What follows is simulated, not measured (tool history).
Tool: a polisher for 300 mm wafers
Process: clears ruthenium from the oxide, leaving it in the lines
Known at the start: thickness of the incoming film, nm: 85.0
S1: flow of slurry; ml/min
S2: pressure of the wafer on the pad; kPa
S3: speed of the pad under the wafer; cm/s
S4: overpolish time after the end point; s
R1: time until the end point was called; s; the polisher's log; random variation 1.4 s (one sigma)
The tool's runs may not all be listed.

run 1 hour=0 | S1=255 S2=13.1 S3=88 S4=45 | R1=80.424
run 2 hour=5.7 | S1=255 S2=12.4 S3=88 S4=45 | R1=83.86
run 3 hour=9.6 | S1=255 S2=11.7 S3=88 S4=45 | R1=86.407
run 4 hour=12.9 | S1=255 S2=11.7 S3=104 S4=45 | R1=74.475
run 5 hour=15.7 | S1=255 S2=11 S3=102 S4=45 | R1=79.97
run 6 hour=23.3 | S1=255 S2=11 S3=92 S4=45 | R1=86.55
run 7 hour=30.8 | S1=255 S2=10.3 S3=92 S4=45 | R1=90.868

Forecast run 8:
run 8 hour=38.6 | S1=255 S2=9.7 S3=92 S4=45 | R1=?

Run 8 gave R1 94.933 s.
